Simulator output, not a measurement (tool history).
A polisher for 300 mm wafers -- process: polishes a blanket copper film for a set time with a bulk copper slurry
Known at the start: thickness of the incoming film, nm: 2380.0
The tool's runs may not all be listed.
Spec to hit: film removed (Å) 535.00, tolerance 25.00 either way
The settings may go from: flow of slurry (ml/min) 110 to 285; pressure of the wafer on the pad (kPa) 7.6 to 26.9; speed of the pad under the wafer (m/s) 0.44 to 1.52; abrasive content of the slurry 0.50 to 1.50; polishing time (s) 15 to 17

| run | hour | flow of slurry (ml/min) | pressure of the wafer on the pad (kPa) | speed of the pad under the wafer (m/s) | abrasive content of the slurry | polishing time (s) | film removed (Å) |
|---|---|---|---|---|---|---|---|
| 1 | 0.0 | 180 | 17.2 | 0.98 | 1.00 | 17 | 1292.40 |
| 2 | 2.1 | 180 | 17.2 | 0.98 | 1.10 | 17 | 1312.20 |
| 3 | 5.0 | 220 | 17.2 | 0.98 | 1.10 | 17 | 1308.30 |
| 4 | 11.4 | 220 | 17.2 | 0.98 | 1.10 | 15 | 1174.70 |
| 5 | 20.4 | 220 | 17.2 | 0.98 | 1.00 | 15 | 1126.70 |
| 6 | 24.3 | 245 | 17.2 | 0.98 | 1.00 | 15 | 1180.20 |
|  | 26.8 | slurry blender recalibrated |
| 7 | 26.8 | 195 | 12.4 | 0.82 | 1.00 | 15 | 772.05 |
| 8 | 34.7 | 195 | 11.0 | 0.80 | 1.00 | 15 | 682.21 |
| 9 | 37.1 | 195 | 10.3 | 0.80 | 1.00 | 15 | 630.99 |
| 10 | 42.0 | 195 | 9.7 | 0.80 | 1.00 | 15 | 586.44 |

Exercise: of the 5 proposed moves below, exactly one satisfies all targets within the stated allowed misses. Which move is it?
| A | 46.9 | 200 | 8.3 | 0.72 | 0.90 | 15 | ? |
| B | 46.9 | 165 | 8.3 | 0.78 | 0.85 | 15 | ? |
| C | 46.9 | 185 | 11.7 | 0.54 | 0.65 | 15 | ? |
| D | 46.9 | 185 | 11.0 | 0.58 | 1.15 | 15 | ? |
| E | 46.9 | 230 | 8.3 | 0.70 | 1.10 | 15 | ? |

| move | film removed (Å) |
|---|---|
| A | 466.35 |
| B | 479.56 |
| C | 487.22 |
| D | 541.08 |
| E | 482.24 |
A: the result that was furthest off in the last run now lies on the other side of its target
B: the result that was furthest off in the last run now lies on the other side of its target
C: the result that was furthest off in the last run now lies on the other side of its target
D: hits every target within its allowed miss
E: the result that was furthest off in the last run now lies on the other side of its target
The right move is D.
